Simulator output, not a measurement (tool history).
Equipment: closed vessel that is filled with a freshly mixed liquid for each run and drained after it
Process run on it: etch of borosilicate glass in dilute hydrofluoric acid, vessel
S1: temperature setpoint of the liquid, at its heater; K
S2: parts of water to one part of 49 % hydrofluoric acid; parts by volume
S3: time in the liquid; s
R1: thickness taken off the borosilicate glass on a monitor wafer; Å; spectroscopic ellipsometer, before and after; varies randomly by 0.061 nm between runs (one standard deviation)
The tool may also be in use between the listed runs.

{"run": 1, "hour": 0.0, "S1": 298.15, "S2": 225, "S3": 130, "R1": 156.37}
{"run": 2, "hour": 8.3, "S1": 298.15, "S2": 225, "S3": 130, "R1": 158.65}
{"run": 3, "hour": 10.6, "S1": 298.15, "S2": 225, "S3": 140, "R1": 169.87}
{"run": 4, "hour": 18.6, "S1": 295.65, "S2": 245, "S3": 140, "R1": 138.78}
{"run": 5, "hour": 20.6, "S1": 292.65, "S2": 245, "S3": 140, "R1": 123.39}
{"run": 6, "hour": 23.9, "S1": 291.65, "S2": 255, "S3": 140, "R1": 114.52}

Run 7 is up next; what results do you expect?
{"run": 7, "hour": 31.6, "S1": 291.15, "S2": 265, "S3": 140, "R1": "?"}

Run 7 produced R1 107.4 Å.
